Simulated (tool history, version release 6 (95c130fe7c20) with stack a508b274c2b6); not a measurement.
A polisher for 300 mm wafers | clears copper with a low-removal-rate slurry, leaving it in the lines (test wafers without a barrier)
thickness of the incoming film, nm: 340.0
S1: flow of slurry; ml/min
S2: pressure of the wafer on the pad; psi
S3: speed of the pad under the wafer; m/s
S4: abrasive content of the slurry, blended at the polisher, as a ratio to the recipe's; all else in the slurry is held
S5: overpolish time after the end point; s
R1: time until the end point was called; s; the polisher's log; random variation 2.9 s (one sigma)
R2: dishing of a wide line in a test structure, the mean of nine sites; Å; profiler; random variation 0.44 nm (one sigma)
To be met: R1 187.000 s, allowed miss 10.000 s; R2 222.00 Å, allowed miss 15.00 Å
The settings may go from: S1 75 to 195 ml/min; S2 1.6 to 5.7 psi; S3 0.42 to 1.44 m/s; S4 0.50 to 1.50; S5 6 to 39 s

run,hour,S1,S2,S3,S4,S5,R1,R2
1,0.0,125,3.6,0.92,1.00,20,99.753,473.60
2,3.2,95,3.6,0.92,1.00,20,106.690,456.31
3,4.5,95,3.1,0.90,1.00,19,124.040,383.48
4,11.1,95,3.1,0.72,1.00,19,157.860,300.19
5,13.5,95,3.1,0.90,1.00,19,124.900,359.26
6,17.1,95,2.4,0.90,1.00,19,157.530,293.57
7,22.0,95,2.3,0.90,1.00,18,164.820,271.07
# hour 30.3: head pressure recalibrated
8,30.3,95,2.2,0.90,1.00,18,162.080,282.66
9,34.5,95,1.6,0.86,1.00,14,225.890,156.77
10,37.5,95,1.7,0.86,1.00,15,221.420,179.06
11,45.8,95,1.8,0.86,1.00,15,201.650,192.92
12,46.7,95,1.9,0.86,1.00,15,194.090,202.03

5 next moves are on the table. One of them brings every result within its allowed miss. Which?
A,47.6,85,1.6,1.00,0.90,18,?,?
B,47.6,75,2.1,0.86,0.85,14,?,?
C,47.6,75,1.9,0.98,0.95,16,?,?
D,47.6,75,2.0,0.94,1.00,13,?,?
E,47.6,110,2.0,0.80,0.95,14,?,?

move,R1,R2
A,209.540,221.73
B,198.430,187.02
C,188.820,220.56
D,185.730,185.36
E,193.460,191.17
A: brings the result that was furthest off to its target, and leaves another outside
B: further off than the last run
C: meets every target
D: further off than the last run
E: further off than the last run
The right move is C.
